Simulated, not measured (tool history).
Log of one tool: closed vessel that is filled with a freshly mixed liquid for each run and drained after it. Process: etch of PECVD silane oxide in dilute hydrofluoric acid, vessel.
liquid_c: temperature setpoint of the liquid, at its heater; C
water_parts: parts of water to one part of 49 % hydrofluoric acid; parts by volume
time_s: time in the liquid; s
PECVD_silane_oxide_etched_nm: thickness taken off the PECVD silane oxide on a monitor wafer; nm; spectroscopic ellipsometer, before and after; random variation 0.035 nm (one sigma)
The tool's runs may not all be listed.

Run 1, day 0.000: liquid_c 26.0 C, water_parts 140 parts by volume, time_s 30 s. Result: PECVD_silane_oxide_etched_nm 6.4286 nm.
Run 2, day 0.167: liquid_c 25.0 C, water_parts 140 parts by volume, time_s 30 s. Result: PECVD_silane_oxide_etched_nm 6.2973 nm.
Run 3, day 0.529: liquid_c 24.0 C, water_parts 145 parts by volume, time_s 30 s. Result: PECVD_silane_oxide_etched_nm 5.7255 nm.
Run 4, day 0.792: liquid_c 24.0 C, water_parts 145 parts by volume, time_s 30 s. Result: PECVD_silane_oxide_etched_nm 5.7408 nm.
Run 5, day 1.125: liquid_c 24.0 C, water_parts 105 parts by volume, time_s 30 s. Result: PECVD_silane_oxide_etched_nm 8.3481 nm.
Run 6, day 1.300: liquid_c 23.0 C, water_parts 110 parts by volume, time_s 30 s. Result: PECVD_silane_oxide_etched_nm 7.5687 nm.
Run 7, day 1.379: liquid_c 22.5 C, water_parts 115 parts by volume, time_s 30 s. Result: PECVD_silane_oxide_etched_nm 7.0090 nm.
Run 8, day 1.462: liquid_c 22.0 C, water_parts 120 parts by volume, time_s 30 s. Result: PECVD_silane_oxide_etched_nm 6.5195 nm.
Run 9, day 1.788: liquid_c 21.5 C, water_parts 125 parts by volume, time_s 30 s. Result: PECVD_silane_oxide_etched_nm 6.1483 nm.

Run 10 comes next. What will it give?
Run 10, day 2.038: liquid_c 21.0 C, water_parts 130 parts by volume, time_s 30 s. Result: PECVD_silane_oxide_etched_nm ?.

PECVD_silane_oxide_etched_nm: 5.7474 nm
